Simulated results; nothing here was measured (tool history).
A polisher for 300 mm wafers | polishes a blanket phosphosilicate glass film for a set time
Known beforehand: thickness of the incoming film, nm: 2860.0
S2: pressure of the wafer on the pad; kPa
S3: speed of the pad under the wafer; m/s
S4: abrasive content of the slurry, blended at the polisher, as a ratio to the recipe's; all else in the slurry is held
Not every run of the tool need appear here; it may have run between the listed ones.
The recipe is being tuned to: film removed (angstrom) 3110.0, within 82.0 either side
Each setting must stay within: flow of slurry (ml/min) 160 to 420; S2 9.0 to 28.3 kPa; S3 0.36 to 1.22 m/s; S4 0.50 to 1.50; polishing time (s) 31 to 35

Run 1, hour 0.0: flow of slurry (ml/min) 270, S2 18.6 kPa, S3 0.78 m/s, S4 1.00, polishing time (s) 35. Result: film removed (angstrom) 1983.6.
Run 2, hour 5.3: flow of slurry (ml/min) 275, S2 20.7 kPa, S3 0.78 m/s, S4 1.00, polishing time (s) 35. Result: film removed (angstrom) 2199.8.
Run 3, hour 12.8: flow of slurry (ml/min) 275, S2 22.8 kPa, S3 0.78 m/s, S4 1.00, polishing time (s) 35. Result: film removed (angstrom) 2418.1.
Run 4, hour 14.6: flow of slurry (ml/min) 310, S2 22.8 kPa, S3 0.78 m/s, S4 1.00, polishing time (s) 35. Result: film removed (angstrom) 2421.6.
Run 5, hour 21.8: flow of slurry (ml/min) 310, S2 24.1 kPa, S3 0.78 m/s, S4 1.00, polishing time (s) 35. Result: film removed (angstrom) 2544.8.
Run 6, hour 28.4: flow of slurry (ml/min) 310, S2 24.1 kPa, S3 0.78 m/s, S4 0.90, polishing time (s) 35. Result: film removed (angstrom) 2414.3.
Run 7, hour 29.7: flow of slurry (ml/min) 310, S2 25.5 kPa, S3 0.80 m/s, S4 0.90, polishing time (s) 35. Result: film removed (angstrom) 2589.8.
Run 8, hour 35.7: flow of slurry (ml/min) 310, S2 26.2 kPa, S3 0.82 m/s, S4 0.90, polishing time (s) 35. Result: film removed (angstrom) 2686.2.
Run 9, hour 39.7: flow of slurry (ml/min) 310, S2 26.9 kPa, S3 0.84 m/s, S4 0.90, polishing time (s) 35. Result: film removed (angstrom) 2826.3.
Run 10, hour 40.2: flow of slurry (ml/min) 310, S2 26.9 kPa, S3 0.84 m/s, S4 0.90, polishing time (s) 35. Result: film removed (angstrom) 2814.2.
Run 11, hour 47.3: flow of slurry (ml/min) 310, S2 27.6 kPa, S3 0.86 m/s, S4 0.90, polishing time (s) 35. Result: film removed (angstrom) 2961.1.

Next run, 4 choices. One meets every target within its allowed miss, the rest don't. Which?
Run A, hour 54.4: flow of slurry (ml/min) 320, S2 28.3 kPa, S3 0.88 m/s, S4 0.80, polishing time (s) 35. Result: film removed (angstrom) ?.
Run B, hour 54.4: flow of slurry (ml/min) 320, S2 27.6 kPa, S3 1.16 m/s, S4 0.80, polishing time (s) 32. Result: film removed (angstrom) ?.
Run C, hour 54.4: flow of slurry (ml/min) 315, S2 27.6 kPa, S3 0.80 m/s, S4 0.90, polishing time (s) 35. Result: film removed (angstrom) ?.
Run D, hour 54.4: flow of slurry (ml/min) 325, S2 27.6 kPa, S3 1.14 m/s, S4 0.75, polishing time (s) 32. Result: film removed (angstrom) ?.

move  film removed (angstrom)
   A                   2837.7
   B                   3077.0
   C                   2807.2
   D                   2899.6
A: misses by more than the last run did
B: every result lands within tolerance
C: misses by more than the last run did
D: misses by more than the last run did
Move B is the one to make.
